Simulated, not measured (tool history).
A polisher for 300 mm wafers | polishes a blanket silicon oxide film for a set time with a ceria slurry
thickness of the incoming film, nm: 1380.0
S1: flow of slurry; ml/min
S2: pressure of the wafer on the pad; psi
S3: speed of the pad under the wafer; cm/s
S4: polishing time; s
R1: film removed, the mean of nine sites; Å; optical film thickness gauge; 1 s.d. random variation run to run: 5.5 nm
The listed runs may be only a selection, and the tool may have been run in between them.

| run | day | S1 | S2 | S3 | S4 | R1 |
|---|---|---|---|---|---|---|
| 1 | 0 | 210 | 3.1 | 142 | 38 | 2736.6 |
| 2 | 0.212 | 210 | 3.1 | 108 | 38 | 2043.1 |
| 3 | 0.354 | 210 | 3.4 | 110 | 38 | 2326 |
| 4 | 0.608 | 210 | 3.4 | 110 | 38 | 2345.5 |
| 5 | 0.788 | 210 | 3.7 | 110 | 38 | 2594.4 |
| 6 | 1.038 | 210 | 3.7 | 128 | 38 | 2931.6 |
| 7 | 1.221 | 210 | 3.9 | 128 | 38 | 3149.7 |
| 8 | 1.246 | 215 | 4.8 | 132 | 38 | 3941.1 |
| 9 | 1.312 | 215 | 4.8 | 134 | 38 | 3984.9 |

Expected results for the next run?
| 10 | 1.425 | 215 | 4.8 | 136 | 38 | ? |

Run 10 gave R1 4055.2 Å.
